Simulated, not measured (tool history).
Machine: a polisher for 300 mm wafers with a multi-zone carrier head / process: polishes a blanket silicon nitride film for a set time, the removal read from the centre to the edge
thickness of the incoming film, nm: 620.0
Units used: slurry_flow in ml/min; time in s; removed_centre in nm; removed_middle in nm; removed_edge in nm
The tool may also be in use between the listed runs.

run  hour  slurry_flow  centre_zone  middle_zone  edge_zone  time  removed_centre  removed_middle  removed_edge
  1     0          230            1            1          1    57          119.46           120.5        120.13
  2   4.2          230         1.03            1          1    57          122.71          119.45        118.34
  3   9.4          230         1.09            1          1    57          127.98          118.13        117.02
  4    17          220         1.05         0.98       0.95    46          99.638          93.516        95.891
  5    23          220         1.08         0.98       0.95    46          102.26          93.802        94.125
  6  24.2          190         1.08         0.98       0.95    46          99.814          92.234         91.25

What does the tool deliver on the next run?
  7  25.9          175         1.05         0.98       0.92    40               ?               ?             ?

removed_centre: 84.232 nm
removed_middle: 78.64 nm
removed_edge: 79.045 nm
